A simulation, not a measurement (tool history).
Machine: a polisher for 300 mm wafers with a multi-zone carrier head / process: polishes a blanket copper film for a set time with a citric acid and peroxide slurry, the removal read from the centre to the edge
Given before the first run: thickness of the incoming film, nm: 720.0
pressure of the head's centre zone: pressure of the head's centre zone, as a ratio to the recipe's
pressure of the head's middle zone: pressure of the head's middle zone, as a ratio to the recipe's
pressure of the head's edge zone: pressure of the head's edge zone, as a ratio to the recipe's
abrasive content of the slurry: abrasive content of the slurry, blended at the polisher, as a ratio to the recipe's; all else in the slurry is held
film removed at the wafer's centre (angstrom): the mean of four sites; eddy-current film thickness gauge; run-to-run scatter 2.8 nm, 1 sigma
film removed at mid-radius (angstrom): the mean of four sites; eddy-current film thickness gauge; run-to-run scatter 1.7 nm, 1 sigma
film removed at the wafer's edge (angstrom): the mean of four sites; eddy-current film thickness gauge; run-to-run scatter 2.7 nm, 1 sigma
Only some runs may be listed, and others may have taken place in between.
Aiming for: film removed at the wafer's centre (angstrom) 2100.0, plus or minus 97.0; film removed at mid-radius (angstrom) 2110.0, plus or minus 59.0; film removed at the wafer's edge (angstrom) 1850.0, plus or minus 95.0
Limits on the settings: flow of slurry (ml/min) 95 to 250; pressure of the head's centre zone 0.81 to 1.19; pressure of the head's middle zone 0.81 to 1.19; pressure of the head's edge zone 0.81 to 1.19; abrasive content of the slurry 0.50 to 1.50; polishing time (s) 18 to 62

run	hour	flow of slurry (ml/min)	pressure of the head's centre zone	pressure of the head's middle zone	pressure of the head's edge zone	abrasive content of the slurry	polishing time (s)	film removed at the wafer's centre (angstrom)	film removed at mid-radius (angstrom)	film removed at the wafer's edge (angstrom)
1	0.0	160	1.00	1.00	1.00	1.00	40	1515.0	1532.4	1523.6
2	8.4	160	1.00	1.00	0.93	1.00	40	1532.5	1548.1	1461.7
3	10.8	160	0.94	1.00	0.93	1.00	40	1398.2	1554.4	1488.7
4	18.2	160	0.94	1.00	0.93	1.00	44	1572.8	1693.0	1555.1
5	19.3	175	0.97	1.03	0.95	1.05	44	1665.8	1790.1	1653.8
6	28.0	185	1.00	1.05	0.95	1.10	44	1780.3	1851.6	1715.6
7	33.1	195	1.02	1.07	0.95	1.10	44	1826.9	1907.1	1679.6
8	36.1	210	1.08	1.09	1.03	1.35	45	2025.3	2046.5	1830.2

4 next moves are on the table. One of them brings every result within its allowed miss. Which?
A	39.1	250	1.10	1.13	1.03	1.15	45	?	?	?
B	39.1	120	1.05	1.00	1.04	1.45	51	?	?	?
C	39.1	185	1.05	1.08	0.95	1.40	44	?	?	?
D	39.1	215	1.00	1.09	1.03	1.10	46	?	?	?

move	film removed at the wafer's centre (angstrom)	film removed at mid-radius (angstrom)	film removed at the wafer's edge (angstrom)
A	2072.7	2075.8	1817.7
B	2051.5	1985.1	1990.6
C	1920.8	1954.5	1724.9
D	1869.7	2008.2	1818.5
A: every result within its allowed miss
B: its largest miss is bigger than the last run's
C: its largest miss is bigger than the last run's
D: its largest miss is bigger than the last run's
Move A is the one to make.
